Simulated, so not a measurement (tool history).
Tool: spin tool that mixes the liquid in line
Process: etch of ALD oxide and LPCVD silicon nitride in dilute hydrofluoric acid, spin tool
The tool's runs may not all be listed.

| run | hour | temperature setpoint of the liquid (°C) | parts of water to one part of 49 % hydrofluoric acid (parts by volume) | time under the liquid (s) | thickness taken off the ALD oxide on a monitor wafer (angstrom) | thickness taken off the LPCVD silicon nitride on a monitor wafer (angstrom) |
|---|---|---|---|---|---|---|
| 1 | 0.0 | 21.0 | 160 | 100 | 96.825 | 2.7139 |
| 2 | 2.2 | 21.0 | 105 | 100 | 155.780 | 3.6113 |
| 3 | 8.6 | 20.5 | 105 | 100 | 151.970 | 3.9771 |
| 4 | 16.2 | 20.5 | 105 | 70 | 106.930 | 2.9919 |
| 5 | 23.8 | 21.5 | 105 | 70 | 111.540 | 1.9481 |
| 6 | 26.6 | 21.5 | 50 | 70 | 248.270 | 5.3107 |
| 7 | 29.2 | 21.0 | 55 | 70 | 220.140 | 3.7101 |
| 8 | 29.8 | 20.5 | 60 | 70 | 198.070 | 4.1476 |
| 9 | 32.2 | 20.0 | 60 | 70 | 193.760 | 5.4239 |
| 10 | 34.2 | 20.0 | 65 | 70 | 177.770 | 4.2495 |
| 11 | 42.6 | 17.0 | 85 | 70 | 116.540 | 2.5653 |
| 12 | 49.7 | 17.5 | 85 | 70 | 118.810 | 2.7929 |

The next listed run, before its measurement:
| 13 | 53.4 | 18.0 | 85 | 70 | ? | ? |

thickness taken off the ALD oxide on a monitor wafer (angstrom): 121.200
thickness taken off the LPCVD silicon nitride on a monitor wafer (angstrom): 2.1833
